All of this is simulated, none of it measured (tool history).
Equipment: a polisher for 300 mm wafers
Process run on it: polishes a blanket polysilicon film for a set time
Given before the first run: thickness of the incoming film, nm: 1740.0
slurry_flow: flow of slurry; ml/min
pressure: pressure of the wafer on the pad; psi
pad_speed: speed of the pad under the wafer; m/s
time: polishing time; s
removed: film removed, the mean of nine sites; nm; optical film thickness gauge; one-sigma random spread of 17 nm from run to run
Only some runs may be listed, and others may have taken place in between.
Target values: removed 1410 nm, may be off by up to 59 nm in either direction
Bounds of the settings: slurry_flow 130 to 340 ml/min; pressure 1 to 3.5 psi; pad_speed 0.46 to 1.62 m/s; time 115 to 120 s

run	hour	slurry_flow	pressure	pad_speed	time	removed
1	0	220	2.2	1.04	115	841.01
2	5.8	220	2.2	0.8	115	669.94
3	11.3	220	2.4	0.82	115	759.44
4	17.3	260	2.4	0.82	115	770.31
5	25.2	260	2.1	0.82	115	675.29
6	32.4	260	2.3	0.84	115	757.73
7	39.7	260	2.5	0.84	115	806.97
8	46.2	260	3.1	1.06	116	1220.5

Next run, 4 choices. One meets every target within its allowed miss, the rest don't. Which?
A	52.7	260	2.9	0.96	118	?
B	52.7	260	3.2	1	115	?
C	52.7	275	3.2	1.1	117	?
D	52.7	245	3.2	1.16	120	?

move	removed
A	1074.5
B	1191.9
C	1317.4
D	1399.2
A: the biggest miss grows against the last run
B: the biggest miss grows against the last run
C: closes in on the targets versus the last run, not all within tolerance yet
D: each result inside its tolerance
The right move is D.
